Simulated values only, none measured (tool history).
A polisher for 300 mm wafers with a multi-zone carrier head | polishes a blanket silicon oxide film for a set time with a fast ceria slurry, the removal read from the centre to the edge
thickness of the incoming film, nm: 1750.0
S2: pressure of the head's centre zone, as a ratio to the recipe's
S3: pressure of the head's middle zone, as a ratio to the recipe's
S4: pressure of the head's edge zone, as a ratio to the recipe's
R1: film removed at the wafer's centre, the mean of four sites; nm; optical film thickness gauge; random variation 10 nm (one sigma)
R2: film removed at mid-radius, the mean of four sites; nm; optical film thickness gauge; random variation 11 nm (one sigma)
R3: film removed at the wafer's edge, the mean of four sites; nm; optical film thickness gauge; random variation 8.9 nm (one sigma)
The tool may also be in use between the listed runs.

{"run": 1, "hour": 0.0, "flow of slurry (ml/min)": 255, "S2": 1.0, "S3": 1.0, "S4": 1.0, "polishing time (s)": 30, "R1": 628.11, "R2": 618.91, "R3": 640.73}
{"run": 2, "hour": 3.2, "flow of slurry (ml/min)": 260, "S2": 1.03, "S3": 1.0, "S4": 1.02, "polishing time (s)": 32, "R1": 686.65, "R2": 672.56, "R3": 703.54}
{"run": 3, "hour": 8.4, "flow of slurry (ml/min)": 260, "S2": 1.1, "S3": 1.0, "S4": 1.02, "polishing time (s)": 32, "R1": 736.98, "R2": 674.42, "R3": 686.74}
{"run": 4, "hour": 12.8, "flow of slurry (ml/min)": 230, "S2": 1.1, "S3": 1.0, "S4": 1.02, "polishing time (s)": 32, "R1": 710.49, "R2": 652.66, "R3": 698.83}
{"run": 5, "hour": 13.7, "flow of slurry (ml/min)": 230, "S2": 1.13, "S3": 1.0, "S4": 1.02, "polishing time (s)": 32, "R1": 748.92, "R2": 661.07, "R3": 689.3}
{"run": 6, "hour": 19.7, "flow of slurry (ml/min)": 230, "S2": 1.13, "S3": 1.0, "S4": 1.02, "polishing time (s)": 35, "R1": 828.05, "R2": 715.03, "R3": 756.55}
{"run": 7, "hour": 22.5, "flow of slurry (ml/min)": 235, "S2": 1.14, "S3": 1.0, "S4": 1.04, "polishing time (s)": 36, "R1": 848.75, "R2": 749.65, "R3": 794.88}
{"run": 8, "hour": 27.4, "flow of slurry (ml/min)": 240, "S2": 1.15, "S3": 0.99, "S4": 1.05, "polishing time (s)": 37, "R1": 880.1, "R2": 763.73, "R3": 821.29}

The next listed run, before its measurement:
{"run": 9, "hour": 34.6, "flow of slurry (ml/min)": 240, "S2": 1.16, "S3": 0.99, "S4": 1.06, "polishing time (s)": 37, "R1": "?", "R2": "?", "R3": "?"}

{"run 9": {"R1": 872.26, "R2": 760.07, "R3": 805.36}}
